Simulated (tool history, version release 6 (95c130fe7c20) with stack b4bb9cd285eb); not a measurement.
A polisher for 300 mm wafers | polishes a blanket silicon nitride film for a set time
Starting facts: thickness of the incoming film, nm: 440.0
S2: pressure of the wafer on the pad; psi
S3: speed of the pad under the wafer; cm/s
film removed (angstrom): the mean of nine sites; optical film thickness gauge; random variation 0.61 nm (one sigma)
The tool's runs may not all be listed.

Run 1, hour 0: flow of slurry (ml/min) 210, S2 4.2 psi, S3 84 cm/s, polishing time (s) 82. Result: film removed (angstrom) 1349.4.
Run 2, hour 3.6: flow of slurry (ml/min) 210, S2 4 psi, S3 84 cm/s, polishing time (s) 82. Result: film removed (angstrom) 1299.3.
Run 3, hour 4.2: flow of slurry (ml/min) 210, S2 3.4 psi, S3 84 cm/s, polishing time (s) 82. Result: film removed (angstrom) 1124.2.
Run 4, hour 12.4: flow of slurry (ml/min) 260, S2 3.4 psi, S3 84 cm/s, polishing time (s) 82. Result: film removed (angstrom) 1160.2.
Run 5, hour 17.6: flow of slurry (ml/min) 260, S2 4 psi, S3 84 cm/s, polishing time (s) 82. Result: film removed (angstrom) 1311.8.
Run 6, hour 18.4: flow of slurry (ml/min) 260, S2 3.8 psi, S3 84 cm/s, polishing time (s) 82. Result: film removed (angstrom) 1262.8.
Run 7, hour 20.7: flow of slurry (ml/min) 260, S2 3.6 psi, S3 84 cm/s, polishing time (s) 82. Result: film removed (angstrom) 1223.3.
Run 8, hour 27.4: flow of slurry (ml/min) 255, S2 3.4 psi, S3 84 cm/s, polishing time (s) 82. Result: film removed (angstrom) 1170.1.
Run 9, hour 36.2: flow of slurry (ml/min) 255, S2 3.2 psi, S3 84 cm/s, polishing time (s) 82. Result: film removed (angstrom) 1102.7.
Run 10, hour 38.9: flow of slurry (ml/min) 255, S2 3.1 psi, S3 84 cm/s, polishing time (s) 82. Result: film removed (angstrom) 1085.2.
Run 11, hour 47: flow of slurry (ml/min) 255, S2 3 psi, S3 84 cm/s, polishing time (s) 82. Result: film removed (angstrom) 1063.3.
Run 12, hour 55.9: flow of slurry (ml/min) 220, S2 1.9 psi, S3 84 cm/s, polishing time (s) 82. Result: film removed (angstrom) 739.61.
Run 13, hour 64: flow of slurry (ml/min) 225, S2 1.9 psi, S3 84 cm/s, polishing time (s) 82. Result: film removed (angstrom) 731.88.
Run 14, hour 70: flow of slurry (ml/min) 225, S2 1.9 psi, S3 84 cm/s, polishing time (s) 82. Result: film removed (angstrom) 749.91.
Run 15, hour 70.8: flow of slurry (ml/min) 225, S2 1.9 psi, S3 84 cm/s, polishing time (s) 82. Result: film removed (angstrom) 730.38.
Run 16, hour 73.2: flow of slurry (ml/min) 230, S2 1.9 psi, S3 84 cm/s, polishing time (s) 82. Result: film removed (angstrom) 744.58.
Run 17, hour 76.6: flow of slurry (ml/min) 235, S2 1.9 psi, S3 84 cm/s, polishing time (s) 82. Result: film removed (angstrom) 753.92.

What will run 18 give?
Run 18, hour 79.1: flow of slurry (ml/min) 240, S2 1.9 psi, S3 84 cm/s, polishing time (s) 82. Result: film removed (angstrom) ?.

{"run 18": {"film removed (angstrom)": 743.46}}
